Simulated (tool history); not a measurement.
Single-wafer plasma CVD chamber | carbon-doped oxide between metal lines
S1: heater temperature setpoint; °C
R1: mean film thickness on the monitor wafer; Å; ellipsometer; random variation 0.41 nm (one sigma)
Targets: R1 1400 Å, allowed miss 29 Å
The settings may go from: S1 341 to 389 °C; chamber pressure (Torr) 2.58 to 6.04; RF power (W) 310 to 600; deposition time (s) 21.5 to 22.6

{"run": 1, "day": 0.0, "S1": 365, "chamber pressure (Torr)": 4.31, "RF power (W)": 455, "deposition time (s)": 22.6, "R1": 1119.6}
{"run": 2, "day": 0.162, "S1": 365, "chamber pressure (Torr)": 4.92, "RF power (W)": 455, "deposition time (s)": 22.6, "R1": 1156}
{"run": 3, "day": 0.442, "S1": 365, "chamber pressure (Torr)": 4.92, "RF power (W)": 505, "deposition time (s)": 22.6, "R1": 1259}
{"run": 4, "day": 0.55, "S1": 364, "chamber pressure (Torr)": 5.06, "RF power (W)": 510, "deposition time (s)": 22.6, "R1": 1276.4}
{"run": 5, "day": 0.579, "S1": 364, "chamber pressure (Torr)": 5.06, "RF power (W)": 510, "deposition time (s)": 21.5, "R1": 1223.5}
{"run": 6, "day": 0.954, "S1": 364, "chamber pressure (Torr)": 5.06, "RF power (W)": 510, "deposition time (s)": 21.5, "R1": 1216.1}
{"run": 7, "day": 1.238, "S1": 364, "chamber pressure (Torr)": 5.17, "RF power (W)": 520, "deposition time (s)": 21.5, "R1": 1242.7}
{"run": 8, "day": 1.508, "S1": 363, "chamber pressure (Torr)": 5.27, "RF power (W)": 525, "deposition time (s)": 21.5, "R1": 1258.7}
{"run": 9, "day": 1.658, "S1": 363, "chamber pressure (Torr)": 5.33, "RF power (W)": 530, "deposition time (s)": 21.5, "R1": 1271}
{"run": 10, "day": 1.783, "S1": 363, "chamber pressure (Torr)": 5.39, "RF power (W)": 535, "deposition time (s)": 21.5, "R1": 1281.8}
{"run": 11, "day": 1.842, "S1": 363, "chamber pressure (Torr)": 5.44, "RF power (W)": 540, "deposition time (s)": 21.5, "R1": 1297.2}
{"run": 12, "day": 2.038, "S1": 363, "chamber pressure (Torr)": 5.5, "RF power (W)": 545, "deposition time (s)": 21.5, "R1": 1307.4}
{"run": 13, "day": 2.333, "S1": 363, "chamber pressure (Torr)": 5.56, "RF power (W)": 550, "deposition time (s)": 21.5, "R1": 1322.8}
{"run": 14, "day": 2.583, "S1": 363, "chamber pressure (Torr)": 5.61, "RF power (W)": 555, "deposition time (s)": 21.5, "R1": 1326.8}
{"run": 15, "day": 2.817, "S1": 362, "chamber pressure (Torr)": 5.66, "RF power (W)": 560, "deposition time (s)": 21.5, "R1": 1351.4}
{"run": 16, "day": 2.979, "S1": 361, "chamber pressure (Torr)": 5.7, "RF power (W)": 560, "deposition time (s)": 21.5, "R1": 1356.8}
{"run": 17, "day": 3.042, "S1": 360, "chamber pressure (Torr)": 5.73, "RF power (W)": 560, "deposition time (s)": 21.5, "R1": 1351}
{"run": 18, "day": 3.204, "S1": 360, "chamber pressure (Torr)": 5.74, "RF power (W)": 565, "deposition time (s)": 21.5, "R1": 1369.4}
{"run": 19, "day": 3.254, "S1": 360, "chamber pressure (Torr)": 5.77, "RF power (W)": 565, "deposition time (s)": 21.5, "R1": 1360.4}

Which of these 4 next moves meets every target?
{"run": "A", "day": 3.304, "S1": 358, "chamber pressure (Torr)": 6.03, "RF power (W)": 550, "deposition time (s)": 21.5, "R1": "?"}
{"run": "B", "day": 3.304, "S1": 363, "chamber pressure (Torr)": 5.88, "RF power (W)": 600, "deposition time (s)": 22, "R1": "?"}
{"run": "C", "day": 3.304, "S1": 358, "chamber pressure (Torr)": 5.34, "RF power (W)": 555, "deposition time (s)": 21.5, "R1": "?"}
{"run": "D", "day": 3.304, "S1": 353, "chamber pressure (Torr)": 5.98, "RF power (W)": 570, "deposition time (s)": 21.5, "R1": "?"}

move=A R1=1352.9
move=B R1=1458
move=C R1=1342.7
move=D R1=1412.8
A: further off than the last run
B: takes the result that was furthest off past its target
C: further off than the last run
D: meets every target
Move D is the one to make.
